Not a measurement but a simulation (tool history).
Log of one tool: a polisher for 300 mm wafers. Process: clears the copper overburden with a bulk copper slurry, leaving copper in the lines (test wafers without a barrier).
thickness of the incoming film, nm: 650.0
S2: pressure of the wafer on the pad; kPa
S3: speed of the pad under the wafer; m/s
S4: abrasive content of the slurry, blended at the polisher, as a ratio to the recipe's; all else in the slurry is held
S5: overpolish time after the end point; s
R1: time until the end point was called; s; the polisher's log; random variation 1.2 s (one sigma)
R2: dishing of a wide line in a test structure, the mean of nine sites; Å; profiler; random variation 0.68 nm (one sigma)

{"run": 1, "day": 0.0, "flow of slurry (ml/min)": 250, "S2": 22.1, "S3": 0.98, "S4": 1, "S5": 21, "R1": 69.956, "R2": 908.62}
{"run": 2, "day": 0.308, "flow of slurry (ml/min)": 255, "S2": 19.3, "S3": 1.06, "S4": 1, "S5": 18, "R1": 71.725, "R2": 785.88}
{"run": 3, "day": 0.458, "flow of slurry (ml/min)": 255, "S2": 22.1, "S3": 1.06, "S4": 1, "S5": 18, "R1": 63.692, "R2": 856.29}
{"run": 4, "day": 0.675, "flow of slurry (ml/min)": 255, "S2": 22.1, "S3": 1.06, "S4": 1.2, "S5": 18, "R1": 61.167, "R2": 876.89}
{"run": 5, "day": 1.025, "flow of slurry (ml/min)": 285, "S2": 19.3, "S3": 1.14, "S4": 1.05, "S5": 15, "R1": 67.713, "R2": 727.34}
{"run": 6, "day": 1.15, "flow of slurry (ml/min)": 285, "S2": 19.3, "S3": 1.14, "S4": 1.15, "S5": 15, "R1": 65.449, "R2": 729}
{"run": 7, "day": 1.471, "flow of slurry (ml/min)": 285, "S2": 19.3, "S3": 1.14, "S4": 1.15, "S5": 15, "R1": 65.534, "R2": 766.69}
{"run": 8, "day": 1.7, "flow of slurry (ml/min)": 290, "S2": 17.2, "S3": 1.22, "S4": 1, "S5": 13, "R1": 71.337, "R2": 687.36}
{"run": 9, "day": 1.988, "flow of slurry (ml/min)": 315, "S2": 15.9, "S3": 1.26, "S4": 1.1, "S5": 11, "R1": 70.23, "R2": 576.55}
{"day": 2.262, "done": "slurry nozzle cleaned"}
{"run": 10, "day": 2.262, "flow of slurry (ml/min)": 335, "S2": 14.5, "S3": 1.3, "S4": 1.15, "S5": 10, "R1": 71.224, "R2": 527.55}

Run 11 comes next. What will it give?
{"run": 11, "day": 2.483, "flow of slurry (ml/min)": 350, "S2": 13.8, "S3": 1.32, "S4": 1.2, "S5": 9, "R1": "?", "R2": "?"}

R1: 71.9 s
R2: 492.15 Å

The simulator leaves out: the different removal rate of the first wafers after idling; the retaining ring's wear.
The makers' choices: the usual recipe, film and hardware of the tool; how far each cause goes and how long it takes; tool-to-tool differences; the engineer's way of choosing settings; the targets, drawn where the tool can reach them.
